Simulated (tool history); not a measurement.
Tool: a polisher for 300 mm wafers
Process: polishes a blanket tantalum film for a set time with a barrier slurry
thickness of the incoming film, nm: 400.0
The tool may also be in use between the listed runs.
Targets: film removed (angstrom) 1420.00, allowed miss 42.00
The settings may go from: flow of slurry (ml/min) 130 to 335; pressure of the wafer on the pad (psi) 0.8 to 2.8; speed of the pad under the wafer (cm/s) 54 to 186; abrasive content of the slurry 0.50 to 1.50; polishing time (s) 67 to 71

run  hour  flow of slurry (ml/min)  pressure of the wafer on the pad (psi)  speed of the pad under the wafer (cm/s)  abrasive content of the slurry  polishing time (s)  film removed (angstrom)
  1   0.0                      215                                     1.8                                      118                            1.00                  67                  1053.00
  2   7.9                      215                                     1.5                                      118                            1.00                  67                   893.61
  3   9.1                      220                                     1.7                                      118                            1.00                  67                  1005.80
  4  11.3                      225                                     1.8                                      118                            1.00                  67                  1064.70
  5  12.7                      230                                     1.9                                      118                            1.00                  67                  1104.20
  6  18.7                      230                                     2.0                                      118                            1.00                  67                  1179.30
  7  25.7                      230                                     2.1                                      118                            1.00                  67                  1218.90
  8  27.4                      230                                     2.2                                      118                            1.00                  67                  1283.40
  9  30.6                      235                                     2.3                                      118                            1.00                  67                  1360.50
 10  31.1                      240                                     2.3                                      118                            1.00                  67                  1335.00

5 next moves are on the table. One of them brings every result within its allowed miss. Which?
  A  31.6                      175                                     2.3                                      124                            0.90                  71                        ?
  B  31.6                      205                                     2.5                                      106                            1.10                  67                        ?
  C  31.6                      275                                     2.5                                       96                            1.00                  67                        ?
  D  31.6                      225                                     2.5                                       98                            1.35                  67                        ?
  E  31.6                      210                                     2.3                                      108                            0.95                  67                        ?

move  film removed (angstrom)
   A                  1402.10
   B                  1316.70
   C                  1210.20
   D                  1288.20
   E                  1200.70
A: meets every target
B: further off than the last run
C: further off than the last run
D: further off than the last run
E: further off than the last run
The right move is A.
